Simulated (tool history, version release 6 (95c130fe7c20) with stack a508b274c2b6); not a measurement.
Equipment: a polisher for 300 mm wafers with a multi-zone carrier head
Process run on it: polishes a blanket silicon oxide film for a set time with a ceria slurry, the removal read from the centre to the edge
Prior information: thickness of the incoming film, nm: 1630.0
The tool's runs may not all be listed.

run	hour	flow of slurry (ml/min)	pressure of the head's centre zone	pressure of the head's middle zone	pressure of the head's edge zone	polishing time (s)	film removed at the wafer's centre (angstrom)	film removed at mid-radius (angstrom)	film removed at the wafer's edge (angstrom)
1	0.0	170	1.00	1.00	1.00	43	2227.9	2235.1	2090.0
2	8.8	200	1.00	1.00	1.00	43	2253.9	2241.1	2156.8
3	14.5	200	0.99	0.98	1.00	42	2203.1	2134.3	2080.6
4	20.3	200	0.91	0.98	1.00	42	2059.0	2185.0	2126.2
5	26.2	200	0.90	0.96	1.00	41	2025.0	2050.0	2014.7
6	30.7	200	0.90	0.96	1.00	36	1776.5	1860.4	1794.7
7	34.9	195	0.89	0.95	1.01	36	1737.5	1778.4	1831.9
8	36.5	195	0.89	0.95	1.01	36	1733.7	1800.8	1828.0
9	45.1	190	0.88	0.94	1.01	36	1738.6	1797.9	1787.5
10	49.1	190	0.87	0.93	1.02	36	1712.4	1764.9	1800.3

For run 11, what comes out?
11	53.4	185	0.86	0.92	1.02	36	?	?	?

Run 11 gave film removed at the wafer's centre (angstrom) 1670.3, film removed at mid-radius (angstrom) 1756.2, film removed at the wafer's edge (angstrom) 1782.2.

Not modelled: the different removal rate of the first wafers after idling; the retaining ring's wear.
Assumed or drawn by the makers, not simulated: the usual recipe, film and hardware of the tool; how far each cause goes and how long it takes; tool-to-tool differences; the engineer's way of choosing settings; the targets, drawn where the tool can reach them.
